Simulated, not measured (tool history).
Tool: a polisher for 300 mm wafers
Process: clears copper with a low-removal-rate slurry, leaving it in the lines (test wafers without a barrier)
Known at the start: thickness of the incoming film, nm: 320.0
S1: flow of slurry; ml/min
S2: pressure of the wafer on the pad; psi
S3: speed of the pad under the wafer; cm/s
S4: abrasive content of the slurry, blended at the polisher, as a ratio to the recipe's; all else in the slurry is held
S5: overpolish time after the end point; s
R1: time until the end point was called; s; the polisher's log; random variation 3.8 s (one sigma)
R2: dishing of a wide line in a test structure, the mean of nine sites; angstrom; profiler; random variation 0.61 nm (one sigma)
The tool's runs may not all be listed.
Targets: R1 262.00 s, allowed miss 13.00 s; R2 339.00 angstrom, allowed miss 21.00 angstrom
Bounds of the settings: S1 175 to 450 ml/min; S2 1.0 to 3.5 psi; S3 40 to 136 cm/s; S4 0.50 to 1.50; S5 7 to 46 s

| run | day | S1 | S2 | S3 | S4 | S5 | R1 | R2 |
|---|---|---|---|---|---|---|---|---|
| 1 | 0.000 | 290 | 2.2 | 88 | 1.00 | 24 | 141.85 | 409.25 |
| 2 | 0.358 | 290 | 2.0 | 88 | 1.00 | 25 | 147.54 | 363.74 |
| 3 | 0.479 | 290 | 2.5 | 88 | 1.00 | 25 | 124.12 | 459.48 |
| 4 | 0.650 | 290 | 2.0 | 88 | 1.00 | 25 | 150.95 | 369.19 |
| 5 | 0.996 | 290 | 2.0 | 100 | 1.00 | 25 | 137.85 | 411.13 |
| 6 | 1.296 | 290 | 2.0 | 100 | 1.00 | 21 | 136.73 | 343.26 |
| 7 | 1.496 | 290 | 1.9 | 96 | 1.00 | 23 | 148.57 | 369.46 |
| 8 | 1.550 | 290 | 1.8 | 92 | 1.00 | 25 | 163.18 | 352.91 |
| 9 | 1.858 | 280 | 1.2 | 82 | 0.95 | 36 | 258.60 | 311.69 |

5 next moves are on the table. One of them brings every result within its allowed miss. Which?
| A | 2.167 | 255 | 1.3 | 72 | 1.00 | 32 | ? | ? |
| B | 2.167 | 260 | 1.7 | 54 | 1.00 | 32 | ? | ? |
| C | 2.167 | 195 | 1.3 | 82 | 0.90 | 33 | ? | ? |
| D | 2.167 | 290 | 1.5 | 66 | 0.85 | 38 | ? | ? |
| E | 2.167 | 215 | 1.3 | 86 | 0.60 | 29 | ? | ? |

| move | R1 | R2 |
|---|---|---|
| A | 273.51 | 280.80 |
| B | 266.30 | 291.75 |
| C | 258.98 | 301.62 |
| D | 259.21 | 341.91 |
| E | 259.67 | 269.94 |
A: further off than the last run
B: further off than the last run
C: further off than the last run
D: meets every target
E: further off than the last run
Answer: D
